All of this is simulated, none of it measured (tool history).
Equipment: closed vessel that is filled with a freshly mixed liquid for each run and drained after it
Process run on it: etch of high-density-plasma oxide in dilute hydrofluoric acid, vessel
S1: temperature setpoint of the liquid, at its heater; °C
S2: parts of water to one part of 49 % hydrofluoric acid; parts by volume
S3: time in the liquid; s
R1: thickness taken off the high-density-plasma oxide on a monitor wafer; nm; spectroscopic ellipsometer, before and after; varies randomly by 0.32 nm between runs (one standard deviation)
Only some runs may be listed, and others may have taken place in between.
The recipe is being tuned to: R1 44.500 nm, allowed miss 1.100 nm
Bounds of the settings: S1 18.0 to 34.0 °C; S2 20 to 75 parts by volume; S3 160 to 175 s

{"run": 1, "hour": 0.0, "S1": 26.0, "S2": 45, "S3": 160, "R1": 36.951}
{"run": 2, "hour": 5.9, "S1": 28.0, "S2": 45, "S3": 160, "R1": 40.463}
{"run": 3, "hour": 8.9, "S1": 29.5, "S2": 45, "S3": 160, "R1": 43.121}
{"run": 4, "hour": 17.6, "S1": 29.5, "S2": 30, "S3": 160, "R1": 65.609}
{"run": 5, "hour": 25.3, "S1": 29.5, "S2": 30, "S3": 175, "R1": 71.293}
{"run": 6, "hour": 30.7, "S1": 27.5, "S2": 30, "S3": 175, "R1": 66.027}
{"run": 7, "hour": 39.0, "S1": 26.0, "S2": 30, "S3": 175, "R1": 62.157}
{"run": 8, "hour": 40.8, "S1": 24.5, "S2": 30, "S3": 175, "R1": 58.079}
{"run": 9, "hour": 47.3, "S1": 23.5, "S2": 30, "S3": 175, "R1": 55.917}
{"run": 10, "hour": 49.9, "S1": 19.5, "S2": 30, "S3": 175, "R1": 47.583}
{"run": 11, "hour": 58.2, "S1": 19.0, "S2": 30, "S3": 175, "R1": 46.322}

Exercise: of the 4 proposed moves below, exactly one satisfies all targets within the stated allowed misses. Which move is it?
{"run": "A", "hour": 66.5, "S1": 19.5, "S2": 30, "S3": 175, "R1": "?"}
{"run": "B", "hour": 66.5, "S1": 20.5, "S2": 30, "S3": 175, "R1": "?"}
{"run": "C", "hour": 66.5, "S1": 21.0, "S2": 30, "S3": 175, "R1": "?"}
{"run": "D", "hour": 66.5, "S1": 19.0, "S2": 30, "S3": 170, "R1": "?"}

move=A R1=46.907
move=B R1=48.973
move=C R1=50.034
move=D R1=44.590
A: lands further from the targets than the last run did
B: lands further from the targets than the last run did
C: lands further from the targets than the last run did
D: meets every target
D is the move that brings every result within its allowed miss.
